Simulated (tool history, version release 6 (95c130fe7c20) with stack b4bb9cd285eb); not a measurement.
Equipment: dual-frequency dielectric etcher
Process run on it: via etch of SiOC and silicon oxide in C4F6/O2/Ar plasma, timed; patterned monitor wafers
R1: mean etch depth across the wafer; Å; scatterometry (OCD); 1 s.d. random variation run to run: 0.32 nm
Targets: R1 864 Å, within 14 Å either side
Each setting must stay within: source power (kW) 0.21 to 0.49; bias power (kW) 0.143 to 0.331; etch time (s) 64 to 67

run 1 hour=0 | source_power_(kW)=0.35 bias_power_(kW)=0.237 etch_time_(s)=64 | R1=802.36
run 2 hour=1.2 | source_power_(kW)=0.29 bias_power_(kW)=0.237 etch_time_(s)=64 | R1=738.15
run 3 hour=6.1 | source_power_(kW)=0.33 bias_power_(kW)=0.24 etch_time_(s)=64 | R1=785.22
run 4 hour=9.9 | source_power_(kW)=0.33 bias_power_(kW)=0.24 etch_time_(s)=64 | R1=787.79
run 5 hour=15.3 | source_power_(kW)=0.29 bias_power_(kW)=0.24 etch_time_(s)=64 | R1=744.29
run 6 hour=19.5 | source_power_(kW)=0.29 bias_power_(kW)=0.272 etch_time_(s)=64 | R1=766.12
run 7 hour=22.4 | source_power_(kW)=0.32 bias_power_(kW)=0.275 etch_time_(s)=64 | R1=804.78
run 8 hour=30.9 | source_power_(kW)=0.34 bias_power_(kW)=0.276 etch_time_(s)=64 | R1=824.16
run 9 hour=39.5 | source_power_(kW)=0.35 bias_power_(kW)=0.277 etch_time_(s)=64 | R1=840.36
run 10 hour=46.1 | source_power_(kW)=0.36 bias_power_(kW)=0.278 etch_time_(s)=64 | R1=848.48

Below are 4 possible settings for the next run. Only one of them brings all results inside the allowed miss of their targets. Which is it?
run A hour=52.7 | source_power_(kW)=0.35 bias_power_(kW)=0.312 etch_time_(s)=66 | R1=?
run B hour=52.7 | source_power_(kW)=0.36 bias_power_(kW)=0.286 etch_time_(s)=64.5 | R1=?
run C hour=52.7 | source_power_(kW)=0.36 bias_power_(kW)=0.302 etch_time_(s)=66 | R1=?
run D hour=52.7 | source_power_(kW)=0.32 bias_power_(kW)=0.286 etch_time_(s)=65.5 | R1=?

move=A R1=893.7
move=B R1=862.85
move=C R1=896.23
move=D R1=833.26
A: takes the biggest miss from the last run beyond its target
B: every result within its allowed miss
C: takes the biggest miss from the last run beyond its target
D: lands further from the targets than the last run did
The right move is B.

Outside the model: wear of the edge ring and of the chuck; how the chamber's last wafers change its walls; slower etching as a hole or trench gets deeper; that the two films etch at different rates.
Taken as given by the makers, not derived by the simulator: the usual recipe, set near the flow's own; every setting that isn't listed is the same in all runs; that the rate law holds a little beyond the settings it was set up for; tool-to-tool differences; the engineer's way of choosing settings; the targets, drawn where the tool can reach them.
